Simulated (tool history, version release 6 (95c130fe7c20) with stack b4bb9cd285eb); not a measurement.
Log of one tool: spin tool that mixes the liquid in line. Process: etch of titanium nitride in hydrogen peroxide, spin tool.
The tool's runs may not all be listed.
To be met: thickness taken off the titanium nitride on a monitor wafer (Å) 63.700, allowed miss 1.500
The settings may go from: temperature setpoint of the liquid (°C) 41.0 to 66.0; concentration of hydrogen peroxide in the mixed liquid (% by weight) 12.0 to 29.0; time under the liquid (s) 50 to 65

| run | day | temperature setpoint of the liquid (°C) | concentration of hydrogen peroxide in the mixed liquid (% by weight) | time under the liquid (s) | thickness taken off the titanium nitride on a monitor wafer (Å) |
|---|---|---|---|---|---|
| 1 | 0.000 | 57.0 | 19.5 | 65 | 80.662 |
| 2 | 0.279 | 56.0 | 19.5 | 65 | 75.441 |
| 3 | 0.583 | 55.5 | 19.5 | 65 | 72.927 |
| 4 | 0.846 | 55.5 | 17.0 | 65 | 71.099 |
| 5 | 0.975 | 55.0 | 17.0 | 65 | 69.132 |
| 6 | 1.104 | 50.5 | 17.0 | 65 | 49.224 |
| 7 | 1.296 | 51.5 | 17.0 | 65 | 53.197 |
| 8 | 1.362 | 52.0 | 17.0 | 65 | 54.459 |
| 9 | 1.450 | 52.5 | 17.0 | 65 | 57.363 |
| 10 | 1.488 | 52.5 | 17.0 | 65 | 57.053 |
| 11 | 1.767 | 54.5 | 17.0 | 65 | 66.230 |

5 next moves are on the table. One of them brings every result within its allowed miss. Which?
| A | 2.046 | 56.0 | 17.5 | 60 | ? |
| B | 2.046 | 54.0 | 20.5 | 65 | ? |
| C | 2.046 | 57.5 | 16.5 | 55 | ? |
| D | 2.046 | 55.0 | 15.0 | 60 | ? |
| E | 2.046 | 54.0 | 17.0 | 65 | ? |

| move | thickness taken off the titanium nitride on a monitor wafer (Å) |
|---|---|
| A | 67.979 |
| B | 66.216 |
| C | 68.284 |
| D | 61.361 |
| E | 63.624 |
A: further off than the last run
B: as far off as the last run
C: further off than the last run
D: takes the result that was furthest off past its target
E: meets every target
The right move is E.
